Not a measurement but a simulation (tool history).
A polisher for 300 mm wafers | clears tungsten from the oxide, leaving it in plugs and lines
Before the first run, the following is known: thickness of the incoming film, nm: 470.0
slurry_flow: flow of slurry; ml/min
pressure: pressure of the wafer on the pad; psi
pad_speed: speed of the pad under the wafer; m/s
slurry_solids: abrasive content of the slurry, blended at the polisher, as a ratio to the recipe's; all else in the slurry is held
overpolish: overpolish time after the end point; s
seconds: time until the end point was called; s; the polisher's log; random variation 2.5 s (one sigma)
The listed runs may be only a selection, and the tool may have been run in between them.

Run 1, hour 0: slurry_flow 230 ml/min, pressure 4 psi, pad_speed 1.06 m/s, slurry_solids 1, overpolish 9 s. Result: seconds 118.95 s.
Run 2, hour 5.4: slurry_flow 230 ml/min, pressure 3.7 psi, pad_speed 1.06 m/s, slurry_solids 1, overpolish 9 s. Result: seconds 126.34 s.
Run 3, hour 9.2: slurry_flow 185 ml/min, pressure 3.7 psi, pad_speed 1.06 m/s, slurry_solids 1, overpolish 9 s. Result: seconds 126.97 s.
Run 4, hour 13.4: slurry_flow 185 ml/min, pressure 4.5 psi, pad_speed 1.06 m/s, slurry_solids 1, overpolish 9 s. Result: seconds 106.03 s.
Run 5, hour 20.9: slurry_flow 185 ml/min, pressure 4.5 psi, pad_speed 0.88 m/s, slurry_solids 1, overpolish 9 s. Result: seconds 121.05 s.
Run 6, hour 28.1: slurry_flow 185 ml/min, pressure 4.2 psi, pad_speed 0.88 m/s, slurry_solids 1, overpolish 9 s. Result: seconds 129.75 s.
Run 7, hour 29: slurry_flow 185 ml/min, pressure 4 psi, pad_speed 0.88 m/s, slurry_solids 1, overpolish 9 s. Result: seconds 137.11 s.
Run 8, hour 37.9: slurry_flow 185 ml/min, pressure 3.8 psi, pad_speed 0.88 m/s, slurry_solids 1, overpolish 9 s. Result: seconds 143.91 s.

Run 9, settings as shown, results not yet in. Your forecast:
At hour 42.4: worn pad replaced by a new one.
Run 9, hour 42.4: slurry_flow 185 ml/min, pressure 3.7 psi, pad_speed 0.88 m/s, slurry_solids 1, overpolish 9 s. Result: seconds ?.

{"run 9": {"seconds": 138.02}}
